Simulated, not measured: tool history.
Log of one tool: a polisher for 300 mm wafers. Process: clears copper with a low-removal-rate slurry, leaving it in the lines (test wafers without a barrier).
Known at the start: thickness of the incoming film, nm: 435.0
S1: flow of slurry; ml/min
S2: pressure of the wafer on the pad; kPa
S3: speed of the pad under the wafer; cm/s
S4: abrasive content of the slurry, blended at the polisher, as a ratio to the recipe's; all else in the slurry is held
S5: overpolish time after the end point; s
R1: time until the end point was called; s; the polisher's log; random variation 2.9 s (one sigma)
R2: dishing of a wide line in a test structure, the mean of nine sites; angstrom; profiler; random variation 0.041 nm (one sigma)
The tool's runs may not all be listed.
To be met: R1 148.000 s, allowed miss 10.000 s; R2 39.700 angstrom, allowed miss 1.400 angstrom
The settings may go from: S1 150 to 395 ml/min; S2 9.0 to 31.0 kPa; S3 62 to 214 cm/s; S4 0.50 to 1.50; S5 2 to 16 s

run	day	S1	S2	S3	S4	S5	R1	R2
1	0.000	250	20.0	138	1.00	8	99.768	176.250
2	0.325	250	15.2	138	1.00	8	131.700	147.990
3	0.642	220	15.2	114	0.85	6	161.160	95.424
4	0.938	195	16.5	98	0.75	5	183.750	74.763
5	1.000	195	16.5	98	0.75	8	183.060	113.580
6	1.171	195	16.5	98	0.60	8	193.980	108.230
7	1.475	180	15.9	86	0.90	6	212.640	77.858
8	1.604	170	17.9	78	0.75	5	211.660	63.296
# day 1.904: worn pad replaced by a new one
9	1.904	170	17.9	78	0.75	5	213.570	68.551
10	2.217	180	12.4	116	0.80	2	196.990	30.444
11	2.525	200	12.4	124	0.75	2	180.100	32.312
12	2.588	250	15.9	124	0.75	3	141.560	61.673
13	2.729	220	15.9	128	0.75	3	137.010	61.908
14	2.771	205	15.2	132	0.75	3	141.460	60.520
15	2.871	225	13.8	134	0.80	3	151.230	57.892
16	3.117	200	13.1	140	0.75	3	159.200	55.818

5 next moves are on the table. One of them brings every result within its allowed miss. Which?
A	3.362	295	12.4	130	0.70	2	?	?
B	3.362	320	17.9	118	0.65	2	?	?
C	3.362	210	12.4	134	0.80	4	?	?
D	3.362	220	14.5	142	0.85	2	?	?
E	3.362	180	13.8	146	0.70	2	?	?

move	R1	R2
A	171.750	34.707
B	133.130	44.255
C	169.770	66.663
D	136.150	43.262
E	148.070	39.964
A: takes the result that was furthest off past its target
B: nearer than the last run, and not there yet
C: further off than the last run
D: nearer than the last run, and not there yet
E: meets every target
Answer: E

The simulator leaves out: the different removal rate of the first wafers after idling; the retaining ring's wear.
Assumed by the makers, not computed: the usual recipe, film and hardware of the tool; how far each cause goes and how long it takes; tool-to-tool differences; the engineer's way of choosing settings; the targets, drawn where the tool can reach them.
